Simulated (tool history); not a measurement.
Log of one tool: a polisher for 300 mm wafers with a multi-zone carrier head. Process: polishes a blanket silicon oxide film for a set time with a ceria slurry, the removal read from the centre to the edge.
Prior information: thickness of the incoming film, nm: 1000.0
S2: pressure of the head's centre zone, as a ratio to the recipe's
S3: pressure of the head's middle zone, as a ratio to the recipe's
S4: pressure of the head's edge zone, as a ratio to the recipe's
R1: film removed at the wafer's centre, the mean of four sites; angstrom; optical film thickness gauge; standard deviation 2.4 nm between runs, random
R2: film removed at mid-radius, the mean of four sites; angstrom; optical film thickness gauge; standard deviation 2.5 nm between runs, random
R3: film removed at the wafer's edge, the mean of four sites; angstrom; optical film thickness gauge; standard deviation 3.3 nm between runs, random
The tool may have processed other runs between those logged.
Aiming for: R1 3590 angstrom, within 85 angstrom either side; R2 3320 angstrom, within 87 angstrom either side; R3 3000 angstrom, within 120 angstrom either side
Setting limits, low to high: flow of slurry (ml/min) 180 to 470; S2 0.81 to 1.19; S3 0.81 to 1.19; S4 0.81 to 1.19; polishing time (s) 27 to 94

Run 1, hour 0: flow of slurry (ml/min) 300, S2 1, S3 1, S4 1, polishing time (s) 60. Result: R1 4284 angstrom, R2 4242.3 angstrom, R3 4234.5 angstrom.
Run 2, hour 1.4: flow of slurry (ml/min) 300, S2 1, S3 1, S4 0.96, polishing time (s) 60. Result: R1 4269.9 angstrom, R2 4229.4 angstrom, R3 4088.2 angstrom.
Run 3, hour 6: flow of slurry (ml/min) 305, S2 1.01, S3 0.99, S4 0.92, polishing time (s) 56. Result: R1 4092.1 angstrom, R2 3899.1 angstrom, R3 3757.3 angstrom.
Run 4, hour 8.3: flow of slurry (ml/min) 305, S2 1.01, S3 0.99, S4 0.89, polishing time (s) 53. Result: R1 3813.4 angstrom, R2 3727 angstrom, R3 3528.4 angstrom.
Run 5, hour 15.2: flow of slurry (ml/min) 305, S2 1.04, S3 0.99, S4 0.89, polishing time (s) 53. Result: R1 3909.5 angstrom, R2 3706.8 angstrom, R3 3556.1 angstrom.
Run 6, hour 18: flow of slurry (ml/min) 305, S2 1.04, S3 0.99, S4 0.84, polishing time (s) 53. Result: R1 3927 angstrom, R2 3717.9 angstrom, R3 3508.3 angstrom.
Run 7, hour 21.3: flow of slurry (ml/min) 325, S2 1.06, S3 1, S4 0.83, polishing time (s) 50. Result: R1 3767 angstrom, R2 3534.2 angstrom, R3 3221 angstrom.
Run 8, hour 29.2: flow of slurry (ml/min) 335, S2 1.06, S3 1, S4 0.82, polishing time (s) 49. Result: R1 3714.9 angstrom, R2 3487.3 angstrom, R3 3124.6 angstrom.

Below are 4 possible settings for the next run. Only one of them brings all results inside the allowed miss of their targets. Which is it?
Run A, hour 37.1: flow of slurry (ml/min) 240, S2 1.02, S3 0.97, S4 0.84, polishing time (s) 47. Result: R1 ?, R2 ?, R3 ?.
Run B, hour 37.1: flow of slurry (ml/min) 310, S2 0.95, S3 0.99, S4 0.88, polishing time (s) 52. Result: R1 ?, R2 ?, R3 ?.
Run C, hour 37.1: flow of slurry (ml/min) 315, S2 1.01, S3 1.01, S4 0.83, polishing time (s) 46. Result: R1 ?, R2 ?, R3 ?.
Run D, hour 37.1: flow of slurry (ml/min) 280, S2 1.1, S3 1.02, S4 0.84, polishing time (s) 47. Result: R1 ?, R2 ?, R3 ?.

move      R1      R2      R3
   A  3353.2  3095.1  2965.4
   B    3624  3593.8    3427
   C  3376.1  3237.9  2958.3
   D    3649  3292.3  3008.1
A: carries the result that was furthest off beyond its target, to the other side
B: moves away from the targets compared with the last run
C: the furthest-off result lands on target, but another misses its tolerance
D: every result within its allowed miss
The right move is D.

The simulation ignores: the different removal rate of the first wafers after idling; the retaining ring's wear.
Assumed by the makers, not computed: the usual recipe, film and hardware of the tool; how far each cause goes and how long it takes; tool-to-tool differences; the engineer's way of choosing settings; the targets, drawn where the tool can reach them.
